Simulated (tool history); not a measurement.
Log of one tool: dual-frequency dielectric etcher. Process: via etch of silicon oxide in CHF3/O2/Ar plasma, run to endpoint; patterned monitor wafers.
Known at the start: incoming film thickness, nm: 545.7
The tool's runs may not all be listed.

run 1 hour=0 | source_power_(W)=820 bias_power_(W)=175 | endpoint_time_(s)=243.89
run 2 hour=8.2 | source_power_(W)=920 bias_power_(W)=175 | endpoint_time_(s)=236.91
run 3 hour=12.6 | source_power_(W)=990 bias_power_(W)=175 | endpoint_time_(s)=231.97
run 4 hour=14.7 | source_power_(W)=990 bias_power_(W)=194 | endpoint_time_(s)=227.69
run 5 hour=18.7 | source_power_(W)=990 bias_power_(W)=171 | endpoint_time_(s)=232.48
run 6 hour=26.9 | source_power_(W)=1050 bias_power_(W)=171 | endpoint_time_(s)=229.41
run 7 hour=32.7 | source_power_(W)=1070 bias_power_(W)=175 | endpoint_time_(s)=225.51

Forecast run 8:
run 8 hour=38.8 | source_power_(W)=1080 bias_power_(W)=177 | endpoint_time_(s)=?

Run 8 gave endpoint time (s) 223.64.

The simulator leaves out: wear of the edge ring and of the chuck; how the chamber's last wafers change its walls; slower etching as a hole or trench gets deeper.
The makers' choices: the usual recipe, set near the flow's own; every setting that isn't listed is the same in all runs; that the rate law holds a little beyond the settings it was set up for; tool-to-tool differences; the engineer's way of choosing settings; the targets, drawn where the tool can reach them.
